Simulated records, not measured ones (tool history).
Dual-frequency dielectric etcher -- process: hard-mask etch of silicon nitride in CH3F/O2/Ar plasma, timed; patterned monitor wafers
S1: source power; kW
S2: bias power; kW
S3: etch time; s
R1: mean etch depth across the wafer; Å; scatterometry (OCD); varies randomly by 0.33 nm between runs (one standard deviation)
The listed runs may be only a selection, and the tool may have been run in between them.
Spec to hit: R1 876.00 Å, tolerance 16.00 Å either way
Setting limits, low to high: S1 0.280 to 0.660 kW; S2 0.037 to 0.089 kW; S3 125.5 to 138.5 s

run  hour     S1     S2     S3      R1
  1   0.0  0.470  0.063  138.5  945.56
  2   1.8  0.470  0.069  138.5  995.80
  3  10.8  0.470  0.061  138.5  932.58
  4  17.1  0.450  0.061  138.5  916.49
  5  18.2  0.440  0.061  138.5  911.10
  6  26.4  0.490  0.061  138.5  943.09
  7  29.6  0.470  0.061  138.5  929.19
  8  32.9  0.450  0.061  138.5  917.38
  9  39.0  0.450  0.061  138.5  909.78

Of the 5 settings listed for the next run, only one would bring every result within its allowed miss of target. Which one?
  A  45.1  0.480  0.060  134.5   ?
  B  45.1  0.460  0.069  131.5   ?
  C  45.1  0.550  0.057  134.0   ?
  D  45.1  0.470  0.060  132.5   ?
  E  45.1  0.520  0.063  128.0   ?

move      R1
   A  902.45
   B  934.91
   C  918.14
   D  882.55
   E  905.87
A: closer than the last run, but not yet in spec
B: misses by more than the last run did
C: misses by more than the last run did
D: all results in spec
E: closer than the last run, but not yet in spec
Correct choice: D, which meets every target

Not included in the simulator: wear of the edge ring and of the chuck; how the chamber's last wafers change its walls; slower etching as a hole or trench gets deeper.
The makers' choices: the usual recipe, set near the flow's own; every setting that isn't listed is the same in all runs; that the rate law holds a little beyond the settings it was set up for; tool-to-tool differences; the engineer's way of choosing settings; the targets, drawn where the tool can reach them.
